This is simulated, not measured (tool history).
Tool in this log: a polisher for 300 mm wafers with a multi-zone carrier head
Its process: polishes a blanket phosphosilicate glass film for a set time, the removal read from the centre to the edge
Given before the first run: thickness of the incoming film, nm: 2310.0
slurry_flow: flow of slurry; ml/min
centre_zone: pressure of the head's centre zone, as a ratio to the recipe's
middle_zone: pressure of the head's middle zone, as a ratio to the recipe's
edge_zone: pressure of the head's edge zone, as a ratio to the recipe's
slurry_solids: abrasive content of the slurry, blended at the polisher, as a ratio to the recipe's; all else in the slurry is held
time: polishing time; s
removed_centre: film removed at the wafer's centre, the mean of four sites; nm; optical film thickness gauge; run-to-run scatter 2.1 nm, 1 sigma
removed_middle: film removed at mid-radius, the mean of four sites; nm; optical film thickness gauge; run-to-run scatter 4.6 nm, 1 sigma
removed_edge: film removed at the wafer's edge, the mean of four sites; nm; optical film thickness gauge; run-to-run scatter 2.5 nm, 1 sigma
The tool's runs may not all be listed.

run,hour,slurry_flow,centre_zone,middle_zone,edge_zone,slurry_solids,time,removed_centre,removed_middle,removed_edge
1,0,180,1,1,1,1,32,309.16,319.11,313.83
2,8.4,180,1,1,1,0.85,32,282.76,289.1,290
3,13.8,210,1,1,1,0.85,32,294.72,292.65,296.08
4,22.6,210,1,1,1,0.85,24,219.27,222.91,216.76
5,29.8,210,0.96,1,1,0.85,24,211.18,226.25,221.62
6,37.1,235,0.96,1,1,0.85,24,217.26,233.15,221.99

Run 7 has not been measured yet. What should we expect?
7,45.6,235,0.95,1.02,1.02,0.9,24,?,?,?

Run 7 produced removed_centre 220.28 nm, removed_middle 236.32 nm, removed_edge 231.65 nm.
